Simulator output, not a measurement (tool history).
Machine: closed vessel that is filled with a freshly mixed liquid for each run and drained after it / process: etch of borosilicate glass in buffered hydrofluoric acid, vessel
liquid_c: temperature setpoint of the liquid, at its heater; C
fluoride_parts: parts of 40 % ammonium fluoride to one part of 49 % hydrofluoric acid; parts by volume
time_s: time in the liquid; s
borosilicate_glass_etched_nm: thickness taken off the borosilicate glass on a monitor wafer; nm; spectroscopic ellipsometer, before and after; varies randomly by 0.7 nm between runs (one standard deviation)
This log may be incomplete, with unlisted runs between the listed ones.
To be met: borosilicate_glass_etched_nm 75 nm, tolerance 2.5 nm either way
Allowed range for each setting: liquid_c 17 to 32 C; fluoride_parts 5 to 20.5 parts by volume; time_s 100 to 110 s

run,hour,liquid_c,fluoride_parts,time_s,borosilicate_glass_etched_nm
1,0,25,12.5,100,92.099
2,6.1,24,12.5,100,86.879
3,14.3,27,12.5,100,102.94
4,21.7,25.5,12.5,100,93.247
5,24.4,22,12.5,100,78.487
6,29.6,22,10.5,100,92.602
7,36.3,21,10.5,100,86.506
8,41,20.5,10.5,100,85.134

Which single option among these 4 for the next run brings every result within its allowed miss of target? Just one does.
A,45.7,20.5,10,105,?
B,45.7,18.5,9,110,?
C,45.7,21,12.5,100,?
D,45.7,20,10.5,105,?

move,borosilicate_glass_etched_nm
A,94.299
B,96.455
C,74.012
D,87.432
A: misses by more than the last run did
B: misses by more than the last run did
C: all results in spec
D: misses by more than the last run did
Go with C: it meets all targets.
